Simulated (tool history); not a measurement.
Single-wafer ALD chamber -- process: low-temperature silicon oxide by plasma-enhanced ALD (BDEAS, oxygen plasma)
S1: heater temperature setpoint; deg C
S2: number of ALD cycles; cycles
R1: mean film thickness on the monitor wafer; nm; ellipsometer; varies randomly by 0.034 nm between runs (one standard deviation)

Run 1, day 0: S1 105 deg C, S2 47 cycles. Result: R1 6.8004 nm.
Run 2, day 0.175: S1 106 deg C, S2 46 cycles. Result: R1 6.6477 nm.
Run 3, day 0.354: S1 115 deg C, S2 46 cycles. Result: R1 6.5324 nm.
Run 4, day 0.517: S1 115 deg C, S2 50 cycles. Result: R1 7.1071 nm.
Run 5, day 0.604: S1 106 deg C, S2 50 cycles. Result: R1 7.1702 nm.
Run 6, day 0.783: S1 106 deg C, S2 48 cycles. Result: R1 6.8571 nm.
Run 7, day 1.012: S1 106 deg C, S2 47 cycles. Result: R1 6.7776 nm.
Run 8, day 1.25: S1 107 deg C, S2 46 cycles. Result: R1 6.6259 nm.

Run 9 has not been measured yet. What should we expect?
Run 9, day 1.354: S1 107 deg C, S2 45 cycles. Result: R1 ?.

R1: 6.451 nm
